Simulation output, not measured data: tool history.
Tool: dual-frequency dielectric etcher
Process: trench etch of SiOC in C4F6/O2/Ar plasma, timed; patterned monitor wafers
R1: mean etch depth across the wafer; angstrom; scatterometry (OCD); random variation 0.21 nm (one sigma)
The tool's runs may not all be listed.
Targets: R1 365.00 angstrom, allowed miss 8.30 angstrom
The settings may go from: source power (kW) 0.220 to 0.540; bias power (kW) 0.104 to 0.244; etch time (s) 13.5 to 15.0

run 1 hour=0.0 | source_power_(kW)=0.380 bias_power_(kW)=0.174 etch_time_(s)=15.0 | R1=337.48
run 2 hour=3.2 | source_power_(kW)=0.390 bias_power_(kW)=0.176 etch_time_(s)=15.0 | R1=340.55
run 3 hour=11.7 | source_power_(kW)=0.400 bias_power_(kW)=0.178 etch_time_(s)=15.0 | R1=348.80
run 4 hour=12.6 | source_power_(kW)=0.340 bias_power_(kW)=0.178 etch_time_(s)=15.0 | R1=324.37
run 5 hour=13.3 | source_power_(kW)=0.340 bias_power_(kW)=0.198 etch_time_(s)=15.0 | R1=331.93
-- hour=16.1 source power generator calibrated
run 6 hour=16.1 | source_power_(kW)=0.290 bias_power_(kW)=0.198 etch_time_(s)=15.0 | R1=303.24
run 7 hour=18.1 | source_power_(kW)=0.310 bias_power_(kW)=0.200 etch_time_(s)=15.0 | R1=315.31
run 8 hour=24.0 | source_power_(kW)=0.330 bias_power_(kW)=0.202 etch_time_(s)=15.0 | R1=323.12
run 9 hour=28.6 | source_power_(kW)=0.350 bias_power_(kW)=0.204 etch_time_(s)=15.0 | R1=335.90
run 10 hour=29.3 | source_power_(kW)=0.360 bias_power_(kW)=0.205 etch_time_(s)=15.0 | R1=341.61

5 next moves are on the table. One of them brings every result within its allowed miss. Which?
run A hour=30.0 | source_power_(kW)=0.430 bias_power_(kW)=0.243 etch_time_(s)=14.0 | R1=?
run B hour=30.0 | source_power_(kW)=0.390 bias_power_(kW)=0.178 etch_time_(s)=13.5 | R1=?
run C hour=30.0 | source_power_(kW)=0.360 bias_power_(kW)=0.208 etch_time_(s)=13.5 | R1=?
run D hour=30.0 | source_power_(kW)=0.370 bias_power_(kW)=0.191 etch_time_(s)=13.5 | R1=?
run E hour=30.0 | source_power_(kW)=0.370 bias_power_(kW)=0.217 etch_time_(s)=15.0 | R1=?

move=A R1=367.41
move=B R1=303.86
move=C R1=308.45
move=D R1=303.46
move=E R1=352.47
A: meets every target
B: further off than the last run
C: further off than the last run
D: further off than the last run
E: nearer than the last run, and not there yet
Answer: A

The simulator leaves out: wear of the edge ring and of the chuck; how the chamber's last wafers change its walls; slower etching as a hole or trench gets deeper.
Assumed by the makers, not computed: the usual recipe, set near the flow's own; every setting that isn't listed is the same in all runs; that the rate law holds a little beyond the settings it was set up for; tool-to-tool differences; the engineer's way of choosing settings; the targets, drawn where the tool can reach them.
